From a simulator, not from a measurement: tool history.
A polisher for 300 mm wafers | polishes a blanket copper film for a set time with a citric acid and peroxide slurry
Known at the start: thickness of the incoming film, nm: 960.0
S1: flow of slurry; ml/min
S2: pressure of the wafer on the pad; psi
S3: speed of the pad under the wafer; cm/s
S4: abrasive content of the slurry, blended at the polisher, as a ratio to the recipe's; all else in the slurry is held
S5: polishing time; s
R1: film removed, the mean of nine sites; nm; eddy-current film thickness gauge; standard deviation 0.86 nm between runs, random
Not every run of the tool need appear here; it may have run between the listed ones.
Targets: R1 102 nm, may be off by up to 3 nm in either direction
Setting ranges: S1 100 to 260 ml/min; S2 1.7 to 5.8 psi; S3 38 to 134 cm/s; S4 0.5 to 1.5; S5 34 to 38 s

run,day,S1,S2,S3,S4,S5,R1
1,0,165,3.7,86,1,38,78.811
2,0.146,165,4.1,86,1,38,85.877
3,0.496,165,4.1,86,1.15,38,88.824
4,0.629,165,4.1,86,1.05,38,87.724
5,0.962,170,4.2,86,1.05,38,90.011
6,1.062,175,4.3,86,1.05,38,92.529
7,1.354,180,4.4,86,1.05,38,94.757
8,1.688,180,4.5,86,1.05,38,98.343
9,1.771,185,4.5,86,1.05,38,97.806

Which single option among these 4 for the next run brings every result within its allowed miss of target? Just one does.
A,1.854,190,4.4,94,1.2,34,?
B,1.854,185,4,98,0.9,38,?
C,1.854,220,4.6,92,0.8,35,?
D,1.854,185,4.6,90,0.95,38,?

move,R1
A,94.592
B,95.056
C,93.998
D,101.02
A: misses by more than the last run did
B: misses by more than the last run did
C: misses by more than the last run did
D: all results in spec
The move that meets every target is D.

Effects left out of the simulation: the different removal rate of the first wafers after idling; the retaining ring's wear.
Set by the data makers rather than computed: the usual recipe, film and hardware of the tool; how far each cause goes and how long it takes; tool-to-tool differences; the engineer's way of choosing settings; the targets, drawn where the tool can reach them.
